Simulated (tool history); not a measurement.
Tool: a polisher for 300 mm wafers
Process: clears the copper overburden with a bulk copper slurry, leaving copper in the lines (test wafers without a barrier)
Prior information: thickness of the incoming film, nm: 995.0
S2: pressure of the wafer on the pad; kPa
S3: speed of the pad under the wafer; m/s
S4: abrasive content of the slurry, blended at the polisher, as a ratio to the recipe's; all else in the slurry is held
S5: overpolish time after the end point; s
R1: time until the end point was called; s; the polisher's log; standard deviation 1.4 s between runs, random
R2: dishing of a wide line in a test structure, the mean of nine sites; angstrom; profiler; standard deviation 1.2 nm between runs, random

{"run": 1, "day": 0.0, "flow of slurry (ml/min)": 160, "S2": 18.6, "S3": 1.32, "S4": 1.0, "S5": 11, "R1": 89.303, "R2": 682.69}
{"run": 2, "day": 0.288, "flow of slurry (ml/min)": 155, "S2": 18.6, "S3": 1.3, "S4": 1.0, "S5": 13, "R1": 90.211, "R2": 766.97}
{"run": 3, "day": 0.35, "flow of slurry (ml/min)": 155, "S2": 18.6, "S3": 1.3, "S4": 1.0, "S5": 14, "R1": 91.158, "R2": 803.61}
{"run": 4, "day": 0.712, "flow of slurry (ml/min)": 155, "S2": 18.6, "S3": 1.3, "S4": 1.0, "S5": 15, "R1": 90.178, "R2": 867.14}
{"run": 5, "day": 1.058, "flow of slurry (ml/min)": 155, "S2": 22.1, "S3": 1.3, "S4": 1.0, "S5": 15, "R1": 79.295, "R2": 976.29}
{"run": 6, "day": 1.312, "flow of slurry (ml/min)": 155, "S2": 22.1, "S3": 1.3, "S4": 1.0, "S5": 18, "R1": 77.609, "R2": 1077.9}
{"run": 7, "day": 1.496, "flow of slurry (ml/min)": 155, "S2": 20.7, "S3": 1.3, "S4": 1.0, "S5": 18, "R1": 83.081, "R2": 1015.1}

Run 8, settings as shown, results not yet in. Your forecast:
{"run": 8, "day": 1.729, "flow of slurry (ml/min)": 155, "S2": 20.0, "S3": 1.3, "S4": 1.0, "S5": 18, "R1": "?", "R2": "?"}

R1: 85.728 s
R2: 1018.70 angstrom
